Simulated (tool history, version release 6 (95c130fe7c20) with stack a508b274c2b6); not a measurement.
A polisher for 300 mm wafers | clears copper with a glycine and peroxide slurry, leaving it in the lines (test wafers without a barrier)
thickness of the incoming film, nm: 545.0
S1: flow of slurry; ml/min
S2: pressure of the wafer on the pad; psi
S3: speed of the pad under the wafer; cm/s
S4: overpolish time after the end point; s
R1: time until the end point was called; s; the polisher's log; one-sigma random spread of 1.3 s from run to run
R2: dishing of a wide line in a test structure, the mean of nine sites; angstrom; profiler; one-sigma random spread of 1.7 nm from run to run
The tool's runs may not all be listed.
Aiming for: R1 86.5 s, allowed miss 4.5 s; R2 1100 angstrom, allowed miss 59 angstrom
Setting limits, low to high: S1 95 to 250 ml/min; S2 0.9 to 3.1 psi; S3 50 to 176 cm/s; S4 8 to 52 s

run    day   S1   S2   S3  S4      R1      R2
  1      0  160    2  112  26  109.82  695.95
  2  0.092  160  2.1  112  27  105.98   740.9
  3  0.425  160  2.1  112  31  111.49  802.66
  4  0.546  190  2.1  112  31  103.19  822.71
  5  0.779  190  2.1  112  24  107.98  716.61
  6  0.904  150  2.1  112  24  109.21  703.32
  7  1.271  150  2.2  112  25  103.95  733.43
  8  1.579  150  2.3  112  27  101.47  804.91
  9    1.8  150  2.4  112  28  97.672  824.92
 10  2.133  150  2.5  112  29  92.997   833.9
 11  2.333  150  2.5  112  31  94.316  889.22
 12    2.7  155  2.8  110  37  87.197  1043.1

5 candidate next runs follow, results not yet known. Just one meets every target within its allowed miss. Identify it.
  A  3.067  160  2.8   96  33   ?   ?
  B  3.067  155  2.8  110  41   ?   ?
  C  3.067  150  2.7  110  34   ?   ?
  D  3.067  135  2.8  120  31   ?   ?
  E  3.067  160  2.7  102  37   ?   ?

move      R1      R2
   A  95.433  925.23
   B  86.012  1069.4
   C  89.156  960.67
   D   82.06  957.13
   E  93.714  981.52
A: misses by more than the last run did
B: meets every target
C: misses by more than the last run did
D: misses by more than the last run did
E: misses by more than the last run did
Correct choice: B, which meets every target

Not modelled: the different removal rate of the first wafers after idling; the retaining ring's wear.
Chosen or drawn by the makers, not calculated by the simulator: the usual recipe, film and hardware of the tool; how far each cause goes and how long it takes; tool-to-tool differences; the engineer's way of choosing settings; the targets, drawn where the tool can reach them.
